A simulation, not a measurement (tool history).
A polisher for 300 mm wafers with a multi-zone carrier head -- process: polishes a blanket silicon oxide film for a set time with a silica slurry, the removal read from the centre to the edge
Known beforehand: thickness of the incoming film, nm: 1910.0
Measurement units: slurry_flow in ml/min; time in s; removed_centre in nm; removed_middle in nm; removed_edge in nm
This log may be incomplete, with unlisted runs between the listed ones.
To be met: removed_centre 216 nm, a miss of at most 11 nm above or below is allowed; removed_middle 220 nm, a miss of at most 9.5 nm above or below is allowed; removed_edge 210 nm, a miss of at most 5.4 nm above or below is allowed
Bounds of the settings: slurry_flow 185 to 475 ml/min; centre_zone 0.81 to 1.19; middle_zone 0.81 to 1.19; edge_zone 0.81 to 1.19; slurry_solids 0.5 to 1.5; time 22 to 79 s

run	hour	slurry_flow	centre_zone	middle_zone	edge_zone	slurry_solids	time	removed_centre	removed_middle	removed_edge
1	0	305	1	1	1	1	50	142.88	143.05	149.49
2	4.1	305	0.92	1	1	1	50	131.91	141.43	147.4
3	7.4	305	0.92	1	0.95	1	50	135.45	145.1	143.96
4	16.2	305	0.92	1	0.95	1	55	144.2	159.4	159.51
5	18.4	305	0.92	1	0.95	1	61	162.21	172.9	176.38
6	20.4	310	0.94	1.02	0.96	1.05	61	168.53	182.57	181.97
7	25.1	315	0.96	1.03	0.97	1.1	61	174.7	184.69	181.14
8	28.7	315	0.97	1.04	0.98	1.15	61	174.73	187.32	188.34

Next run, 5 choices. One meets every target within its allowed miss, the rest don't. Which?
A	32.3	330	1.09	0.9	0.98	1.2	70	?	?	?
B	32.3	340	1.03	1.06	0.94	0.9	75	?	?	?
C	32.3	370	0.95	1.02	1.05	1.2	65	?	?	?
D	32.3	300	1.05	1.02	1	1.2	70	?	?	?
E	32.3	320	0.91	1.19	1.07	1.4	66	?	?	?

move	removed_centre	removed_middle	removed_edge
A	237.31	193.75	218.46
B	219.66	217.67	209.05
C	193.82	201.64	210.8
D	226.82	213.61	218.97
E	195.59	242.53	224.3
A: takes the result that was furthest off past its target
B: every result lands within tolerance
C: puts the biggest miss on target and leaves a different result outside tolerance
D: takes the result that was furthest off past its target
E: takes the result that was furthest off past its target
The right move is B.

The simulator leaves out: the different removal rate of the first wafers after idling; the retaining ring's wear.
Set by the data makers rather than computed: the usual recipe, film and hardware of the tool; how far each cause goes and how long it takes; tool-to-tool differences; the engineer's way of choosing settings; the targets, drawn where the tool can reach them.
